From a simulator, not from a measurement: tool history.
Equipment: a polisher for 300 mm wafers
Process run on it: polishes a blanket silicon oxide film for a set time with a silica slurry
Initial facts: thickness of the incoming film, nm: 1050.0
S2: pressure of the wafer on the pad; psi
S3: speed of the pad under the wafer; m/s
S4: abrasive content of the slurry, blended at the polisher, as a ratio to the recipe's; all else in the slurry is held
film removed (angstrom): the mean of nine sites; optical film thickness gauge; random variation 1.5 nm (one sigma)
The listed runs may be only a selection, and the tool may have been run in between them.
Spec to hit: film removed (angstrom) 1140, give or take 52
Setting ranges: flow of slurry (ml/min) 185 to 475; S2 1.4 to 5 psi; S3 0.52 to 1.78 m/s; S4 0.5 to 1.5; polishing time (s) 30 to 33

{"run": 1, "hour": 0.0, "flow of slurry (ml/min)": 305, "S2": 3.2, "S3": 1.14, "S4": 1, "polishing time (s)": 33, "film removed (angstrom)": 831.31}
{"run": 2, "hour": 3.7, "flow of slurry (ml/min)": 305, "S2": 3.3, "S3": 1.14, "S4": 1, "polishing time (s)": 33, "film removed (angstrom)": 861.06}
{"run": 3, "hour": 9.4, "flow of slurry (ml/min)": 305, "S2": 3.4, "S3": 1.14, "S4": 1, "polishing time (s)": 33, "film removed (angstrom)": 908.15}
{"run": 4, "hour": 16.6, "flow of slurry (ml/min)": 350, "S2": 3.4, "S3": 1.14, "S4": 1, "polishing time (s)": 33, "film removed (angstrom)": 902.17}
{"run": 5, "hour": 22.3, "flow of slurry (ml/min)": 350, "S2": 3.5, "S3": 1.14, "S4": 1, "polishing time (s)": 33, "film removed (angstrom)": 947.49}
{"run": 6, "hour": 27.2, "flow of slurry (ml/min)": 350, "S2": 3.5, "S3": 1.24, "S4": 1, "polishing time (s)": 33, "film removed (angstrom)": 984.83}
{"run": 7, "hour": 34.7, "flow of slurry (ml/min)": 350, "S2": 3.5, "S3": 1.24, "S4": 1, "polishing time (s)": 33, "film removed (angstrom)": 1003.7}
{"run": 8, "hour": 36.8, "flow of slurry (ml/min)": 350, "S2": 3.5, "S3": 1.24, "S4": 1, "polishing time (s)": 33, "film removed (angstrom)": 981.46}
{"run": 9, "hour": 44.6, "flow of slurry (ml/min)": 350, "S2": 3.6, "S3": 1.24, "S4": 1, "polishing time (s)": 33, "film removed (angstrom)": 1016.2}
{"run": 10, "hour": 45.8, "flow of slurry (ml/min)": 350, "S2": 3.8, "S3": 1.24, "S4": 1, "polishing time (s)": 33, "film removed (angstrom)": 1055.6}

Exactly one of the 5 candidate moves below puts every result within its allowed miss. Which one?
{"run": "A", "hour": 47.0, "flow of slurry (ml/min)": 395, "S2": 4.1, "S3": 1.38, "S4": 0.95, "polishing time (s)": 33, "film removed (angstrom)": "?"}
{"run": "B", "hour": 47.0, "flow of slurry (ml/min)": 355, "S2": 4.4, "S3": 1.2, "S4": 1.2, "polishing time (s)": 32, "film removed (angstrom)": "?"}
{"run": "C", "hour": 47.0, "flow of slurry (ml/min)": 420, "S2": 3.7, "S3": 1.48, "S4": 1.2, "polishing time (s)": 32, "film removed (angstrom)": "?"}
{"run": "D", "hour": 47.0, "flow of slurry (ml/min)": 380, "S2": 4.2, "S3": 1.64, "S4": 0.65, "polishing time (s)": 33, "film removed (angstrom)": "?"}
{"run": "E", "hour": 47.0, "flow of slurry (ml/min)": 345, "S2": 4.4, "S3": 1.3, "S4": 1, "polishing time (s)": 33, "film removed (angstrom)": "?"}

move=A film_removed_(angstrom)=1215.6
move=B film_removed_(angstrom)=1269.1
move=C film_removed_(angstrom)=1269.2
move=D film_removed_(angstrom)=1108.3
move=E film_removed_(angstrom)=1266.8
A: carries the result that was furthest off beyond its target, to the other side
B: carries the result that was furthest off beyond its target, to the other side
C: carries the result that was furthest off beyond its target, to the other side
D: all results land within tolerance of their targets
E: carries the result that was furthest off beyond its target, to the other side
Go with D: it meets all targets.
